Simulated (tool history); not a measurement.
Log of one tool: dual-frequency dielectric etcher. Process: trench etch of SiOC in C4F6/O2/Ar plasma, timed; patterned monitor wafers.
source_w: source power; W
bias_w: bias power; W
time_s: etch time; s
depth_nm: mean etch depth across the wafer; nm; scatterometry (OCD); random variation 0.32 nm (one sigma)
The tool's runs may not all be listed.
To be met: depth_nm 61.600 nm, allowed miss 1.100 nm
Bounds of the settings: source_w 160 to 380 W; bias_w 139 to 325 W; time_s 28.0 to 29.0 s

run	hour	source_w	bias_w	time_s	depth_nm
1	0.0	270	232	28.0	56.494
2	1.2	270	252	28.0	56.920
3	6.7	230	252	28.0	54.016
4	12.9	230	293	28.0	54.931
5	17.6	230	314	28.0	56.254
6	20.3	230	314	28.0	56.249
7	29.1	250	317	28.0	58.243
8	33.9	260	319	28.0	59.685
9	42.2	260	320	28.0	59.700
10	48.3	260	320	28.0	60.011

5 next moves are on the table. One of them brings every result within its allowed miss. Which?
A	54.4	260	313	28.5	?
B	54.4	250	325	28.0	?
C	54.4	270	324	28.5	?
D	54.4	240	303	28.5	?
E	54.4	260	325	28.0	?

move	depth_nm
A	59.777
B	58.243
C	61.247
D	57.299
E	59.243
A: further off than the last run
B: further off than the last run
C: meets every target
D: further off than the last run
E: further off than the last run
The right move is C.

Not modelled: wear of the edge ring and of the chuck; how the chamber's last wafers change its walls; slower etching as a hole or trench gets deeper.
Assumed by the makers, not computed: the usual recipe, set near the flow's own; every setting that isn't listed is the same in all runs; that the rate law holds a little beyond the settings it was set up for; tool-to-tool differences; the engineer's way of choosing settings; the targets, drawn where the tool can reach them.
